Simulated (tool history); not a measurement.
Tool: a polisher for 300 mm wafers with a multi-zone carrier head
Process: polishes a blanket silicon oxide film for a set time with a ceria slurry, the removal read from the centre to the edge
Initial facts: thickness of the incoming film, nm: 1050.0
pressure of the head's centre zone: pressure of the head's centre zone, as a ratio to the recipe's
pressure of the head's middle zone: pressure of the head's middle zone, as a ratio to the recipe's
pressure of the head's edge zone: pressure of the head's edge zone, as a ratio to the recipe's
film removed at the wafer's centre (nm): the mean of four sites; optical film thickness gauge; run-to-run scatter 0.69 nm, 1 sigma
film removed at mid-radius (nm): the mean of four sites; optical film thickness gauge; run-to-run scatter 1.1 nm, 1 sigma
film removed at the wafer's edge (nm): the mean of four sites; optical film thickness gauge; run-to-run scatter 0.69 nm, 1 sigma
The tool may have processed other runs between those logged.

run  hour  flow of slurry (ml/min)  pressure of the head's centre zone  pressure of the head's middle zone  pressure of the head's edge zone  polishing time (s)  film removed at the wafer's centre (nm)  film removed at mid-radius (nm)  film removed at the wafer's edge (nm)
  1     0                      125                                   1                                   1                                 1                  50                                   189.01                           183.96                                    185
  2     4                      120                                0.98                                0.97                              0.98                  46                                    170.8                           163.99                                 166.71
  3  10.7                      120                                0.98                                0.97                               0.9                  46                                    171.3                           163.88                                 161.78
  4  18.3                      120                                0.98                                0.97                               0.9                  35                                   128.39                           123.15                                 123.13
  5  23.2                      115                                0.96                                0.95                              0.91                  33                                    118.1                           112.24                                 116.34
  6    29                      110                                0.94                                0.93                              0.91                  32                                   111.49                           107.47                                 110.72

What does the tool deliver on the next run?
  7    31                      105                                0.93                                0.91                              0.94                  31                                        ?                                ?                                      ?

Run 7 came out at film removed at the wafer's centre (nm) 104.25, film removed at mid-radius (nm) 99.102, film removed at the wafer's edge (nm) 106.79.

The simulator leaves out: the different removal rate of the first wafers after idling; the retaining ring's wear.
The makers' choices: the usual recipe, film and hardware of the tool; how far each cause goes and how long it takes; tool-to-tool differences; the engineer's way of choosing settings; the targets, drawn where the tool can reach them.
